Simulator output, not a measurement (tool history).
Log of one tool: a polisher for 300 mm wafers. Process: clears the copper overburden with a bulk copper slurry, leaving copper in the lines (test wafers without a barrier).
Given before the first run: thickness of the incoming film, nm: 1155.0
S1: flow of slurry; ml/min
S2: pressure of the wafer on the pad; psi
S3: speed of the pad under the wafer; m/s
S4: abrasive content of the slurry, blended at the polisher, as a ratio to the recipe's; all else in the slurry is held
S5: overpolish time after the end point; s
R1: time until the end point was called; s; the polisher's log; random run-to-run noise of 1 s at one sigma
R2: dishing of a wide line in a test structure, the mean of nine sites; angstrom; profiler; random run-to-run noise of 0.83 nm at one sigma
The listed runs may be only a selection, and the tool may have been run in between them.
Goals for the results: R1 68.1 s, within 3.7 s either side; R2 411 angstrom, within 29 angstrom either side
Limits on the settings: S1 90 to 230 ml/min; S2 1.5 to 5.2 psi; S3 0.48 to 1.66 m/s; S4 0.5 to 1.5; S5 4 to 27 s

| run | hour | S1 | S2 | S3 | S4 | S5 | R1 | R2 |
|---|---|---|---|---|---|---|---|---|
| 1 | 0 | 150 | 3.3 | 1.06 | 1 | 14 | 97.562 | 769.14 |
| 2 | 7.7 | 150 | 3.3 | 1.26 | 1 | 14 | 81.329 | 875.66 |
| 3 | 16.4 | 150 | 3.9 | 1.26 | 1 | 14 | 67.741 | 961.59 |
| 4 | 17.1 | 150 | 3.9 | 1.26 | 1.1 | 14 | 68.603 | 969.49 |
| 5 | 21 | 160 | 3.9 | 1.24 | 1 | 13 | 69.794 | 933.49 |
| 6 | 28.9 | 150 | 3.8 | 1.26 | 1.05 | 12 | 71.768 | 919.21 |
| 7 | 34 | 160 | 4 | 1.18 | 0.95 | 11 | 71.927 | 861.77 |
| 8 | 37.7 | 170 | 4 | 1.16 | 0.9 | 10 | 74.18 | 765.24 |
| 9 | 40.2 | 170 | 4 | 1.16 | 0.9 | 10 | 73.578 | 777.33 |

Which one of the following 4 next-run settings gets every result inside its allowed miss? There is exactly one.
| A | 42.7 | 205 | 4.7 | 1.26 | 0.75 | 4 | ? | ? |
| B | 42.7 | 215 | 3.6 | 1.36 | 0.9 | 4 | ? | ? |
| C | 42.7 | 200 | 5.2 | 1.14 | 0.75 | 4 | ? | ? |
| D | 42.7 | 175 | 4.1 | 1.46 | 0.75 | 4 | ? | ? |

| move | R1 | R2 |
|---|---|---|
| A | 60.773 | 467.61 |
| B | 69.255 | 413.03 |
| C | 60.885 | 469.81 |
| D | 61.544 | 458.66 |
A: closer than the last run, but not yet in spec
B: all results land within tolerance of their targets
C: closer than the last run, but not yet in spec
D: closer than the last run, but not yet in spec
The move that meets every target is B.

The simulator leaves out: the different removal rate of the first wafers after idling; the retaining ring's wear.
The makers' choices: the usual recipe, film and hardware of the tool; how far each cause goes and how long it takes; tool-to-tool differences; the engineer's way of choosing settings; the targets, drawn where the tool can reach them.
